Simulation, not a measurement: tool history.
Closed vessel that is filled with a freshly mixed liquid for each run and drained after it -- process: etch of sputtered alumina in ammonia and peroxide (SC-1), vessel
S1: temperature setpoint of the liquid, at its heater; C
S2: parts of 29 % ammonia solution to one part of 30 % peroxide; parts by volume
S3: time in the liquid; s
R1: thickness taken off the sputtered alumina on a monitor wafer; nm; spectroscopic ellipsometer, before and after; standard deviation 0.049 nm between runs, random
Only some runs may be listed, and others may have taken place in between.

run 1 hour=0.0 | S1=53.0 S2=0.7 S3=110 | R1=8.4148
run 2 hour=4.4 | S1=53.0 S2=0.7 S3=75 | R1=5.7323
run 3 hour=7.7 | S1=53.0 S2=0.7 S3=110 | R1=8.4304
run 4 hour=12.5 | S1=55.5 S2=0.7 S3=110 | R1=9.5683
run 5 hour=18.4 | S1=51.5 S2=0.7 S3=110 | R1=7.7122
run 6 hour=21.6 | S1=55.0 S2=0.7 S3=110 | R1=9.3267
run 7 hour=23.6 | S1=56.5 S2=0.7 S3=110 | R1=10.1670

Expected results for the next run?
run 8 hour=32.0 | S1=57.5 S2=0.7 S3=110 | R1=?

R1: 10.6670 nm
